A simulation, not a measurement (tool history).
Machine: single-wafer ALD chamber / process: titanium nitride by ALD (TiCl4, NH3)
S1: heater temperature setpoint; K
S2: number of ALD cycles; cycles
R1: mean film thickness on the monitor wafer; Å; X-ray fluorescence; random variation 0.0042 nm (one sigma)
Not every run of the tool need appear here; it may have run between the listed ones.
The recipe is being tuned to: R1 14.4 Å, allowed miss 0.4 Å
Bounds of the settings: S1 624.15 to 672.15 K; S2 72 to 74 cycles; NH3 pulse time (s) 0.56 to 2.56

run 1 day=0 | S1=648.15 S2=72 NH3_pulse_time_(s)=1.56 | R1=15.907
run 2 day=0.217 | S1=648.15 S2=72 NH3_pulse_time_(s)=1.41 | R1=15.827
run 3 day=0.329 | S1=655.15 S2=72 NH3_pulse_time_(s)=1.41 | R1=16.115
run 4 day=0.521 | S1=647.15 S2=72 NH3_pulse_time_(s)=1.19 | R1=15.719
run 5 day=0.854 | S1=641.15 S2=72 NH3_pulse_time_(s)=1.02 | R1=15.151
run 6 day=1.2 | S1=638.15 S2=72 NH3_pulse_time_(s)=0.94 | R1=14.862
run 7 day=1.325 | S1=631.15 S2=72 NH3_pulse_time_(s)=0.69 | R1=13.771
run 8 day=1.467 | S1=632.15 S2=72 NH3_pulse_time_(s)=0.69 | R1=13.862
run 9 day=1.675 | S1=633.15 S2=72 NH3_pulse_time_(s)=0.69 | R1=13.846
run 10 day=1.992 | S1=634.15 S2=72 NH3_pulse_time_(s)=0.69 | R1=13.919

Of the 5 settings listed for the next run, only one would bring every result within its allowed miss of target. Which one?
run A day=2.308 | S1=625.15 S2=74 NH3_pulse_time_(s)=0.67 | R1=?
run B day=2.308 | S1=635.15 S2=72 NH3_pulse_time_(s)=0.86 | R1=?
run C day=2.308 | S1=634.15 S2=72 NH3_pulse_time_(s)=0.59 | R1=?
run D day=2.308 | S1=631.15 S2=72 NH3_pulse_time_(s)=0.69 | R1=?
run E day=2.308 | S1=634.15 S2=72 NH3_pulse_time_(s)=0.56 | R1=?

move=A R1=13.694
move=B R1=14.53
move=C R1=13.649
move=D R1=13.814
move=E R1=13.522
A: misses by more than the last run did
B: every result within its allowed miss
C: misses by more than the last run did
D: misses by more than the last run did
E: misses by more than the last run did
Move B is the one to make.
